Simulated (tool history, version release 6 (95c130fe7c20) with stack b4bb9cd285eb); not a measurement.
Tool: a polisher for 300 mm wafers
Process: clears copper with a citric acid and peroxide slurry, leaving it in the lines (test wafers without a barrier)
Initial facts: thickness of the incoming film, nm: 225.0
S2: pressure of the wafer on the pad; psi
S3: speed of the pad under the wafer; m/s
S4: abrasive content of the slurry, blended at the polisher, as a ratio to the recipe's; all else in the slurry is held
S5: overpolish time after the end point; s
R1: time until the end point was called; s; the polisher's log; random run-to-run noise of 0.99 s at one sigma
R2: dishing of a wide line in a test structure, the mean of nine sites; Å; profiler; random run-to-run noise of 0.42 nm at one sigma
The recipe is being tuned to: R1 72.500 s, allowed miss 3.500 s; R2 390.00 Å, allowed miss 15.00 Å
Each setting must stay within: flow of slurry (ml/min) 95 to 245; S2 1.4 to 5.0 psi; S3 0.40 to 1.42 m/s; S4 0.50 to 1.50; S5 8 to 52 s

run 1 hour=0.0 | flow_of_slurry_(ml/min)=155 S2=3.2 S3=0.90 S4=1.00 S5=26 | R1=99.614 R2=385.92
run 2 hour=4.6 | flow_of_slurry_(ml/min)=160 S2=3.4 S3=0.90 S4=1.00 S5=24 | R1=94.824 R2=395.59
run 3 hour=12.7 | flow_of_slurry_(ml/min)=140 S2=3.4 S3=0.90 S4=1.00 S5=24 | R1=95.471 R2=375.19
run 4 hour=13.9 | flow_of_slurry_(ml/min)=150 S2=3.5 S3=0.90 S4=1.00 S5=22 | R1=93.733 R2=361.41
run 5 hour=18.7 | flow_of_slurry_(ml/min)=130 S2=3.5 S3=0.90 S4=1.00 S5=22 | R1=93.969 R2=358.10
-- hour=27.0 slurry blender recalibrated
run 6 hour=27.0 | flow_of_slurry_(ml/min)=130 S2=3.5 S3=0.90 S4=1.00 S5=27 | R1=89.182 R2=439.65
run 7 hour=34.2 | flow_of_slurry_(ml/min)=130 S2=3.6 S3=0.90 S4=1.00 S5=25 | R1=85.935 R2=428.08
run 8 hour=40.2 | flow_of_slurry_(ml/min)=130 S2=3.7 S3=0.90 S4=1.00 S5=24 | R1=85.541 R2=419.86
run 9 hour=47.1 | flow_of_slurry_(ml/min)=130 S2=3.8 S3=0.90 S4=1.00 S5=23 | R1=81.797 R2=418.22
run 10 hour=52.1 | flow_of_slurry_(ml/min)=130 S2=3.9 S3=0.90 S4=1.00 S5=22 | R1=81.261 R2=402.52
run 11 hour=59.0 | flow_of_slurry_(ml/min)=130 S2=4.0 S3=0.90 S4=1.00 S5=21 | R1=79.192 R2=401.54
run 12 hour=59.6 | flow_of_slurry_(ml/min)=130 S2=4.1 S3=0.90 S4=1.00 S5=20 | R1=76.727 R2=389.00

5 candidate next runs follow, results not yet known. Just one meets every target within its allowed miss. Identify it.
run A hour=60.2 | flow_of_slurry_(ml/min)=110 S2=3.9 S3=0.86 S4=1.10 S5=22 | R1=? R2=?
run B hour=60.2 | flow_of_slurry_(ml/min)=140 S2=4.2 S3=0.90 S4=1.10 S5=20 | R1=? R2=?
run C hour=60.2 | flow_of_slurry_(ml/min)=140 S2=4.2 S3=1.00 S4=0.95 S5=20 | R1=? R2=?
run D hour=60.2 | flow_of_slurry_(ml/min)=105 S2=4.0 S3=1.00 S4=1.15 S5=19 | R1=? R2=?
run E hour=60.2 | flow_of_slurry_(ml/min)=150 S2=3.8 S3=0.82 S4=1.15 S5=22 | R1=? R2=?

move=A R1=85.937 R2=388.00
move=B R1=72.173 R2=417.08
move=C R1=67.574 R2=441.75
move=D R1=72.511 R2=396.27
move=E R1=84.963 R2=391.65
A: lands further from the targets than the last run did
B: meets the target for the result that was furthest off, but another lies outside its allowed miss
C: takes the biggest miss from the last run beyond its target
D: all results land within tolerance of their targets
E: lands further from the targets than the last run did
D is the move that brings every result within its allowed miss.
